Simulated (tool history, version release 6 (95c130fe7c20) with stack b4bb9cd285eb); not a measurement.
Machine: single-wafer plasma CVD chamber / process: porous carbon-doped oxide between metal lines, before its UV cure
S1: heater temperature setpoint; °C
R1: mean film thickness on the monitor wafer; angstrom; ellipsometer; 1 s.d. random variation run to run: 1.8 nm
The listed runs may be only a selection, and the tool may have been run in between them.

Run 1, day 0: S1 300 °C, RF power (kW) 0.6, deposition time (s) 46.6. Result: R1 2821.4 angstrom.
Run 2, day 0.208: S1 307 °C, RF power (kW) 0.6, deposition time (s) 46.6. Result: R1 2719.8 angstrom.
Run 3, day 0.538: S1 303 °C, RF power (kW) 0.6, deposition time (s) 46.6. Result: R1 2801.4 angstrom.
Run 4, day 0.779: S1 310 °C, RF power (kW) 0.6, deposition time (s) 46.6. Result: R1 2683.2 angstrom.
Run 5, day 0.804: S1 310 °C, RF power (kW) 0.6, deposition time (s) 46.6. Result: R1 2671.5 angstrom.
At day 0.833: thermocouple changed; heater temperature recalibrated.
Run 6, day 0.833: S1 307 °C, RF power (kW) 0.605, deposition time (s) 46.6. Result: R1 2716.4 angstrom.
Run 7, day 0.858: S1 304 °C, RF power (kW) 0.61, deposition time (s) 46.6. Result: R1 2752.2 angstrom.
Run 8, day 0.958: S1 301 °C, RF power (kW) 0.62, deposition time (s) 46.7. Result: R1 2833.3 angstrom.

Expected results for the next run?
Run 9, day 1.125: S1 299 °C, RF power (kW) 0.625, deposition time (s) 46.7. Result: R1 ?.

{"run 9": {"R1": 2881.9}}

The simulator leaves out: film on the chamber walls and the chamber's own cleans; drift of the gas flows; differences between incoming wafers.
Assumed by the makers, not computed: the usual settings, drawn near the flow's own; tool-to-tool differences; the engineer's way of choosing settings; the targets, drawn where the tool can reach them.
